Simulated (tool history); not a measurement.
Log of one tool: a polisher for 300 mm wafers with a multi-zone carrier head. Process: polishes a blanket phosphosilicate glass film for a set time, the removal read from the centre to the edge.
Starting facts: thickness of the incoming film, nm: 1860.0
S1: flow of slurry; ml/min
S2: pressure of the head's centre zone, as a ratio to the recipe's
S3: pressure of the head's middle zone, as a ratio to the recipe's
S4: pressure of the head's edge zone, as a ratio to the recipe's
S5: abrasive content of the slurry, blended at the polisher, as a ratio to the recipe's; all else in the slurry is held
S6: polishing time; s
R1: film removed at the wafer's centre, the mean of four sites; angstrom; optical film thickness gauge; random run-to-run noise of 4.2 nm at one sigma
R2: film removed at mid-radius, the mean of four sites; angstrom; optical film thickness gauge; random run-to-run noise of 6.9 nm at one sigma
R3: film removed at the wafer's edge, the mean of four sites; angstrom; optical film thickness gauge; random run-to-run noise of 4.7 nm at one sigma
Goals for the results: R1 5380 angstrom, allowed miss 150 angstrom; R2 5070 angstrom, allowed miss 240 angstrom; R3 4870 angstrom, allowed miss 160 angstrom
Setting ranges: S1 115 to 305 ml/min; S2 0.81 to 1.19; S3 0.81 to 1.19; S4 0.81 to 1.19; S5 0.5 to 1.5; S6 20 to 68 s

run  hour   S1    S2    S3    S4    S5  S6      R1      R2      R3
  1     0  195     1     1     1     1  44  3942.1    3951  3868.9
  2   4.5  200  1.02  1.01  1.02  1.05  44  4164.6  4082.3  3980.3
  3   5.8  205  1.03  1.02  1.04   1.1  44  4248.4    4255  4137.8
  4   6.4  205  1.03  1.02  1.01   1.1  44    4245  4156.8  4016.8
  5  12.8  205  1.03  1.02  1.01   1.1  37  3590.2  3543.7  3356.6
  6  19.7  205  1.03  1.02  1.01   1.1  47  4566.3  4483.4  4306.4
  7    22  210  1.04  1.03  1.03   1.1  47  4623.3  4524.4  4355.7
  8  25.6  215  1.05  1.04  1.04   1.1  47  4621.7  4705.2  4353.2

4 next moves are on the table. One of them brings every result within its allowed miss. Which?
  A  29.2  220  1.16  1.15  1.06   1.2  50   ?   ?   ?
  B  29.2  280  1.07  1.01  1.03  1.25  49   ?   ?   ?
  C  29.2  265   1.1  0.99     1  0.85  58   ?   ?   ?
  D  29.2  240  1.08  1.04     1   1.2  54   ?   ?   ?

move      R1      R2      R3
   A  5727.1  5626.8  4862.4
   B  5422.3  5162.8  4885.4
   C  5668.6  5164.8  4908.6
   D  5827.3  5644.8  5156.7
A: takes the biggest miss from the last run beyond its target
B: every result within its allowed miss
C: takes the biggest miss from the last run beyond its target
D: takes the biggest miss from the last run beyond its target
The right move is B.
